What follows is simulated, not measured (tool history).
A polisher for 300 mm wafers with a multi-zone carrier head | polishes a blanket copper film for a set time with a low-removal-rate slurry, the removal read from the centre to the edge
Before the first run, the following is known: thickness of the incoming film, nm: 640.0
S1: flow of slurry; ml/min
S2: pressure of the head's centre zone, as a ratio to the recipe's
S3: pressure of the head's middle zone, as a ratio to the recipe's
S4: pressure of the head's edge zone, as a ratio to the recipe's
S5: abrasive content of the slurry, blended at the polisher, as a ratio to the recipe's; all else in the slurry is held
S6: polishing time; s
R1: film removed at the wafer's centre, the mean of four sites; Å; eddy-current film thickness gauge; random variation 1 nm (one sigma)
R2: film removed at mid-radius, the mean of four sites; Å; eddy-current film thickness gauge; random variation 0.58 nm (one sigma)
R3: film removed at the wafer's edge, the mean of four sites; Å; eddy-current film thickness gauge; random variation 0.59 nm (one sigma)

run	hour	S1	S2	S3	S4	S5	S6	R1	R2	R3
1	0	220	1	1	1	1	32	1362.9	1380.8	1342.8
2	3.5	240	1	1	1	1	32	1415.2	1373.2	1361.3
3	9.5	240	1	1.07	1	1	32	1387.7	1446.1	1352.7
4	14.4	240	1	1.02	1	1	32	1395.3	1396.7	1349.2
5	15.4	240	1	1.02	1.06	1	32	1365.6	1372.2	1374.4
6	22.7	250	1.02	0.98	1.06	0.9	28	1194.1	1148.8	1189.1
7	27.9	255	1.04	0.95	1.05	0.8	26	1101.6	1007.9	1082
8	29.2	250	1.05	0.92	1.02	0.7	25	1055.3	925.39	984.04
9	30.6	245	1.05	0.89	1.01	0.65	24	957.13	838.04	924.26
10	36.7	230	1.06	0.87	0.99	0.6	24	964.55	808.27	896.7
11	45.1	220	1.06	0.85	0.97	0.55	24	927.94	774.74	884.2
12	46.1	215	1.06	0.84	0.94	0.55	24	966.06	765.36	869.37
13	52.3	210	1.05	0.84	0.93	0.55	24	932.78	764.89	859.45
14	57.9	205	1.05	0.83	0.92	0.55	24	936.04	756.43	849.42
15	63.2	160	1.04	0.81	0.9	0.5	23	850.31	678.92	785.13
16	69.9	165	1.04	0.81	0.9	0.5	23	835.09	678.41	792.39

Run 17 comes next. What will it give?
17	70.9	170	1.04	0.81	0.9	0.5	23	?	?	?

{"run 17": {"R1": 829.17, "R2": 673.78, "R3": 791.08}}

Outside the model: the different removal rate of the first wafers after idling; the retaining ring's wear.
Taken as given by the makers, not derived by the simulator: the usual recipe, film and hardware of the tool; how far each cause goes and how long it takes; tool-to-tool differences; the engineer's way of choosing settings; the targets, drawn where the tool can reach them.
